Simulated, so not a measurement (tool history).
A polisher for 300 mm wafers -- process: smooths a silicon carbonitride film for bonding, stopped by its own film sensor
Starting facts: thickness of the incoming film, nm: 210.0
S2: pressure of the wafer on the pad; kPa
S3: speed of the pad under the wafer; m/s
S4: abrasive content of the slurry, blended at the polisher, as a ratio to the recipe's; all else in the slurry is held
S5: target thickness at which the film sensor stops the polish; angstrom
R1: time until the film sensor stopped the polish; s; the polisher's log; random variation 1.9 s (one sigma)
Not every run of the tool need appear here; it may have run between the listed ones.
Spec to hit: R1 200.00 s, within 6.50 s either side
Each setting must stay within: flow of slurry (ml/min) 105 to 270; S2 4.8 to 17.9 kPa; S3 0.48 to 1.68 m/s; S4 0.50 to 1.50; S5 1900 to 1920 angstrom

Run 1, hour 0.0: flow of slurry (ml/min) 175, S2 11.0 kPa, S3 1.08 m/s, S4 1.00, S5 1900 angstrom. Result: R1 106.99 s.
Run 2, hour 9.0: flow of slurry (ml/min) 175, S2 9.7 kPa, S3 1.08 m/s, S4 1.00, S5 1900 angstrom. Result: R1 117.47 s.
Run 3, hour 11.9: flow of slurry (ml/min) 175, S2 9.7 kPa, S3 1.08 m/s, S4 1.00, S5 1920 angstrom. Result: R1 108.43 s.
Run 4, hour 18.0: flow of slurry (ml/min) 170, S2 8.3 kPa, S3 1.00 m/s, S4 1.00, S5 1920 angstrom. Result: R1 125.07 s.
Run 5, hour 23.1: flow of slurry (ml/min) 170, S2 9.7 kPa, S3 1.00 m/s, S4 1.00, S5 1920 angstrom. Result: R1 110.93 s.
Run 6, hour 23.8: flow of slurry (ml/min) 170, S2 9.7 kPa, S3 1.00 m/s, S4 0.85, S5 1920 angstrom. Result: R1 118.31 s.
Run 7, hour 32.4: flow of slurry (ml/min) 170, S2 8.3 kPa, S3 0.92 m/s, S4 0.85, S5 1920 angstrom. Result: R1 138.94 s.
Run 8, hour 39.2: flow of slurry (ml/min) 170, S2 7.6 kPa, S3 0.88 m/s, S4 0.85, S5 1920 angstrom. Result: R1 149.86 s.
Run 9, hour 40.0: flow of slurry (ml/min) 170, S2 6.9 kPa, S3 0.84 m/s, S4 0.85, S5 1920 angstrom. Result: R1 163.89 s.
Run 10, hour 46.3: flow of slurry (ml/min) 170, S2 6.2 kPa, S3 0.82 m/s, S4 0.85, S5 1920 angstrom. Result: R1 174.87 s.
Run 11, hour 55.1: flow of slurry (ml/min) 170, S2 5.5 kPa, S3 0.82 m/s, S4 0.85, S5 1920 angstrom. Result: R1 187.61 s.

Which of these 4 next moves meets every target?
Run A, hour 63.9: flow of slurry (ml/min) 180, S2 6.2 kPa, S3 0.76 m/s, S4 0.95, S5 1920 angstrom. Result: R1 ?.
Run B, hour 63.9: flow of slurry (ml/min) 105, S2 6.9 kPa, S3 0.88 m/s, S4 1.00, S5 1910 angstrom. Result: R1 ?.
Run C, hour 63.9: flow of slurry (ml/min) 140, S2 6.2 kPa, S3 0.80 m/s, S4 1.00, S5 1920 angstrom. Result: R1 ?.
Run D, hour 63.9: flow of slurry (ml/min) 215, S2 5.5 kPa, S3 0.68 m/s, S4 1.10, S5 1900 angstrom. Result: R1 ?.

move      R1
   A  173.00
   B  175.94
   C  173.42
   D  200.13
A: misses by more than the last run did
B: misses by more than the last run did
C: misses by more than the last run did
D: meets every target
Answer: D
